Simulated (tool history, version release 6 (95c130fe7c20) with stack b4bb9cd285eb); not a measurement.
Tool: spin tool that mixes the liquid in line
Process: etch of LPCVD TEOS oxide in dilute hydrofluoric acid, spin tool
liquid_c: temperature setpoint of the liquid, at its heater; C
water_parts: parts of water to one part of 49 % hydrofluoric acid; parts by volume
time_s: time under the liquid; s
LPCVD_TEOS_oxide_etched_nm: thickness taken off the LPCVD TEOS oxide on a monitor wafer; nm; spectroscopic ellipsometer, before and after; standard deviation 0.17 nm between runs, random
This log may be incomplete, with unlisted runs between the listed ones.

Run 1, hour 0: liquid_c 24 C, water_parts 60 parts by volume, time_s 60 s. Result: LPCVD_TEOS_oxide_etched_nm 45.744 nm.
Run 2, hour 0.9: liquid_c 24 C, water_parts 45 parts by volume, time_s 60 s. Result: LPCVD_TEOS_oxide_etched_nm 61.183 nm.
Run 3, hour 6.4: liquid_c 24 C, water_parts 45 parts by volume, time_s 60 s. Result: LPCVD_TEOS_oxide_etched_nm 61.627 nm.
Run 4, hour 9.5: liquid_c 22 C, water_parts 55 parts by volume, time_s 60 s. Result: LPCVD_TEOS_oxide_etched_nm 46.031 nm.
Run 5, hour 10.5: liquid_c 20 C, water_parts 55 parts by volume, time_s 60 s. Result: LPCVD_TEOS_oxide_etched_nm 42.589 nm.
Run 6, hour 13.4: liquid_c 20 C, water_parts 55 parts by volume, time_s 65 s. Result: LPCVD_TEOS_oxide_etched_nm 45.715 nm.

Run 7 is up next; what results do you expect?
Run 7, hour 16.6: liquid_c 19 C, water_parts 60 parts by volume, time_s 65 s. Result: LPCVD_TEOS_oxide_etched_nm ?.

Run 7 came out at LPCVD_TEOS_oxide_etched_nm 39.959 nm.
